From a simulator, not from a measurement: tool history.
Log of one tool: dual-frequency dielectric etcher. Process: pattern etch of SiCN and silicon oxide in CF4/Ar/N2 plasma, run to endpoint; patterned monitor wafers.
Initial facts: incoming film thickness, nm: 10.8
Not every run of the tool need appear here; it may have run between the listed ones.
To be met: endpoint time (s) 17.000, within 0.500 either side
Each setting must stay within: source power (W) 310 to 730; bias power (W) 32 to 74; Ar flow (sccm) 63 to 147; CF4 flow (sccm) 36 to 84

Run 1, hour 0.0: source power (W) 520, bias power (W) 53, Ar flow (sccm) 105, CF4 flow (sccm) 60. Result: endpoint time (s) 12.215.
Run 2, hour 6.0: source power (W) 470, bias power (W) 52, Ar flow (sccm) 106, CF4 flow (sccm) 60. Result: endpoint time (s) 13.541.
Run 3, hour 14.0: source power (W) 440, bias power (W) 51, Ar flow (sccm) 106, CF4 flow (sccm) 60. Result: endpoint time (s) 14.558.
Run 4, hour 15.8: source power (W) 440, bias power (W) 60, Ar flow (sccm) 106, CF4 flow (sccm) 60. Result: endpoint time (s) 13.561.
Run 5, hour 23.9: source power (W) 440, bias power (W) 60, Ar flow (sccm) 106, CF4 flow (sccm) 56. Result: endpoint time (s) 13.961.
At hour 30.6: bias power generator calibrated.
Run 6, hour 30.6: source power (W) 410, bias power (W) 60, Ar flow (sccm) 106, CF4 flow (sccm) 56. Result: endpoint time (s) 14.696.
Run 7, hour 37.0: source power (W) 410, bias power (W) 60, Ar flow (sccm) 106, CF4 flow (sccm) 56. Result: endpoint time (s) 14.465.
Run 8, hour 43.5: source power (W) 310, bias power (W) 58, Ar flow (sccm) 107, CF4 flow (sccm) 56. Result: endpoint time (s) 19.725.
Run 9, hour 47.1: source power (W) 370, bias power (W) 59, Ar flow (sccm) 107, CF4 flow (sccm) 56. Result: endpoint time (s) 16.221.

Which one of the following 5 next-run settings gets every result inside its allowed miss? There is exactly one.
Run A, hour 50.7: source power (W) 380, bias power (W) 58, Ar flow (sccm) 102, CF4 flow (sccm) 57. Result: endpoint time (s) ?.
Run B, hour 50.7: source power (W) 350, bias power (W) 62, Ar flow (sccm) 99, CF4 flow (sccm) 52. Result: endpoint time (s) ?.
Run C, hour 50.7: source power (W) 370, bias power (W) 57, Ar flow (sccm) 90, CF4 flow (sccm) 56. Result: endpoint time (s) ?.
Run D, hour 50.7: source power (W) 370, bias power (W) 61, Ar flow (sccm) 103, CF4 flow (sccm) 59. Result: endpoint time (s) ?.
Run E, hour 50.7: source power (W) 390, bias power (W) 58, Ar flow (sccm) 118, CF4 flow (sccm) 54. Result: endpoint time (s) ?.

move  endpoint time (s)
   A             15.716
   B             16.907
   C             16.019
   D             15.653
   E             15.944
A: misses by more than the last run did
B: all results in spec
C: misses by more than the last run did
D: misses by more than the last run did
E: misses by more than the last run did
Move B is the one to make.
